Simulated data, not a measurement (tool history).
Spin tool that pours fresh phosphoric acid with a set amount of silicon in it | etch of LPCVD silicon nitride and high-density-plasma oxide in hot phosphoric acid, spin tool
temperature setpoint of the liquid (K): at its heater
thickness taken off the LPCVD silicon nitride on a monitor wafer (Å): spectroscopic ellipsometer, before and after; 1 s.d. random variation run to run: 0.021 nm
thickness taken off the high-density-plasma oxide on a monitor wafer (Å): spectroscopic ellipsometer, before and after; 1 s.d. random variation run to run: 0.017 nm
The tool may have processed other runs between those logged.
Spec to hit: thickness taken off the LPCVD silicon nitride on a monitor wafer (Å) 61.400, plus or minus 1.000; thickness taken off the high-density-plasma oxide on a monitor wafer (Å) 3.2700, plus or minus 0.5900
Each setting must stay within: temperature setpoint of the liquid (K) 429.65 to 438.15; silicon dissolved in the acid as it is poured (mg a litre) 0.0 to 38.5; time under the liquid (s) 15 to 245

| run | hour | temperature setpoint of the liquid (K) | silicon dissolved in the acid as it is poured (mg a litre) | time under the liquid (s) | thickness taken off the LPCVD silicon nitride on a monitor wafer (Å) | thickness taken off the high-density-plasma oxide on a monitor wafer (Å) |
|---|---|---|---|---|---|---|
| 1 | 0.0 | 433.15 | 17.0 | 125 | 102.540 | 4.6937 |
| 2 | 4.2 | 433.15 | 13.0 | 125 | 102.770 | 5.4632 |
| 3 | 12.4 | 432.15 | 12.0 | 110 | 87.095 | 4.6828 |
| 4 | 16.5 | 432.15 | 12.0 | 60 | 47.611 | 2.1915 |
| 5 | 24.3 | 431.65 | 12.0 | 60 | 46.912 | 2.2926 |
| 6 | 27.8 | 433.15 | 10.5 | 60 | 49.117 | 2.6036 |
| 7 | 32.9 | 434.15 | 12.0 | 65 | 55.497 | 3.0920 |
| 8 | 41.1 | 434.65 | 13.5 | 65 | 56.412 | 3.1027 |
| 9 | 41.8 | 434.65 | 13.5 | 65 | 56.089 | 3.2119 |
| 10 | 46.6 | 435.15 | 16.0 | 65 | 56.847 | 2.9916 |
| 11 | 54.2 | 435.65 | 17.0 | 65 | 58.019 | 3.0630 |
| 12 | 57.7 | 436.15 | 17.5 | 65 | 59.261 | 2.9801 |
| 13 | 66.0 | 436.65 | 17.5 | 65 | 60.048 | 3.0553 |

Consider the 5 candidate settings below. Which is the only one whose results all fall within their allowed miss of target?
| A | 74.3 | 436.65 | 0.0 | 65 | ? | ? |
| B | 74.3 | 436.15 | 16.0 | 65 | ? | ? |
| C | 74.3 | 437.15 | 0.0 | 65 | ? | ? |
| D | 74.3 | 435.15 | 15.5 | 70 | ? | ? |
| E | 74.3 | 437.15 | 3.0 | 65 | ? | ? |

| move | thickness taken off the LPCVD silicon nitride on a monitor wafer (Å) | thickness taken off the high-density-plasma oxide on a monitor wafer (Å) |
|---|---|---|
| A | 60.273 | 4.6147 |
| B | 59.284 | 3.1550 |
| C | 61.276 | 4.7859 |
| D | 61.760 | 3.1982 |
| E | 61.276 | 4.5248 |
A: misses by more than the last run did
B: misses by more than the last run did
C: brings the result that was furthest off to its target, and leaves another outside
D: each result inside its tolerance
E: brings the result that was furthest off to its target, and leaves another outside
D meets every target.

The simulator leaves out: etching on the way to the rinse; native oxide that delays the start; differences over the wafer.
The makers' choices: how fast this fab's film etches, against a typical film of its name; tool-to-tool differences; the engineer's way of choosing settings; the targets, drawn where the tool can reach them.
